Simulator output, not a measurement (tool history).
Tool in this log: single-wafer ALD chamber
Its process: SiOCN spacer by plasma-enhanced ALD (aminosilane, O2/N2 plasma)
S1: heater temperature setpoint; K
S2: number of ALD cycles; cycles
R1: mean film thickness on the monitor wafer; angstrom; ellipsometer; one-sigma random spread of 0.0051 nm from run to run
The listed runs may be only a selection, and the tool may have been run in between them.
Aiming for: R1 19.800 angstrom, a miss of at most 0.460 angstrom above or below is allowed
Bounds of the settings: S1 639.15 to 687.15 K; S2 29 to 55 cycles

Run 1, hour 0.0: S1 663.15 K, S2 42 cycles. Result: R1 25.208 angstrom.
Run 2, hour 4.3: S1 663.15 K, S2 47 cycles. Result: R1 28.294 angstrom.
Run 3, hour 6.6: S1 663.15 K, S2 42 cycles. Result: R1 25.216 angstrom.
Run 4, hour 9.9: S1 673.15 K, S2 42 cycles. Result: R1 25.192 angstrom.
Run 5, hour 13.4: S1 673.15 K, S2 40 cycles. Result: R1 23.895 angstrom.
Run 6, hour 20.6: S1 663.15 K, S2 40 cycles. Result: R1 24.067 angstrom.
Run 7, hour 27.7: S1 663.15 K, S2 38 cycles. Result: R1 22.922 angstrom.
Run 8, hour 30.2: S1 663.15 K, S2 37 cycles. Result: R1 22.204 angstrom.
Run 9, hour 31.4: S1 663.15 K, S2 36 cycles. Result: R1 21.632 angstrom.
Run 10, hour 36.6: S1 663.15 K, S2 35 cycles. Result: R1 20.983 angstrom.
Run 11, hour 39.2: S1 663.15 K, S2 34 cycles. Result: R1 20.348 angstrom.

5 candidate next runs follow, results not yet known. Just one meets every target within its allowed miss. Identify it.
Run A, hour 41.8: S1 661.15 K, S2 35 cycles. Result: R1 ?.
Run B, hour 41.8: S1 667.15 K, S2 35 cycles. Result: R1 ?.
Run C, hour 41.8: S1 667.15 K, S2 33 cycles. Result: R1 ?.
Run D, hour 41.8: S1 656.15 K, S2 35 cycles. Result: R1 ?.
Run E, hour 41.8: S1 663.15 K, S2 35 cycles. Result: R1 ?.

move      R1
   A  21.043
   B  21.043
   C  19.841
   D  21.043
   E  21.043
A: further off than the last run
B: further off than the last run
C: in spec on every target
D: further off than the last run
E: further off than the last run
Correct choice: C, which meets every target
